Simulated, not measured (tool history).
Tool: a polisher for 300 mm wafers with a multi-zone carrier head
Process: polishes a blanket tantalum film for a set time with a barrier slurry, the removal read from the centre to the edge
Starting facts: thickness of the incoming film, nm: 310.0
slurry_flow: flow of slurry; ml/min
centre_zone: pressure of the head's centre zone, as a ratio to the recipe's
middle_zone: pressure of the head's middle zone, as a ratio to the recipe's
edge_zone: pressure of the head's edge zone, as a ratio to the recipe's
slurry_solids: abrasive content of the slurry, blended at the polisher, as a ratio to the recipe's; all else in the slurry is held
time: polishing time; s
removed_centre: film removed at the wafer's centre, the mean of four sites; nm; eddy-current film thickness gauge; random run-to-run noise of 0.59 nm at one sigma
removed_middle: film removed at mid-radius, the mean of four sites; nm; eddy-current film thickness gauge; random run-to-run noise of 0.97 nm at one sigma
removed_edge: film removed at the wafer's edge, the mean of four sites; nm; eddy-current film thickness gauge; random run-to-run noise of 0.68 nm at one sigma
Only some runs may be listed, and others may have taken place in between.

run,hour,slurry_flow,centre_zone,middle_zone,edge_zone,slurry_solids,time,removed_centre,removed_middle,removed_edge
1,0,240,1,1,1,1,70,87.822,87.306,90.154
2,4.3,230,0.98,1.02,0.97,1,70,86.497,88.924,88.822
3,11.6,225,0.95,1.03,0.95,0.95,70,83.141,87.466,85.365
4,20.3,220,0.93,1.05,0.94,0.95,70,81.644,89.716,86.989
5,23.5,215,0.91,1.06,0.92,0.95,70,79.808,90.208,85.561
6,30,215,0.91,0.99,0.92,0.95,70,78.848,85.299,84.198
7,35.5,210,0.9,1.01,0.9,0.95,70,78.372,86.307,82.924

What will run 8 give?
8,40.5,205,0.89,1.02,0.89,0.95,70,?,?,?

For run 8 the tool returned removed_centre 76.971 nm, removed_middle 86.699 nm, removed_edge 82.504 nm.

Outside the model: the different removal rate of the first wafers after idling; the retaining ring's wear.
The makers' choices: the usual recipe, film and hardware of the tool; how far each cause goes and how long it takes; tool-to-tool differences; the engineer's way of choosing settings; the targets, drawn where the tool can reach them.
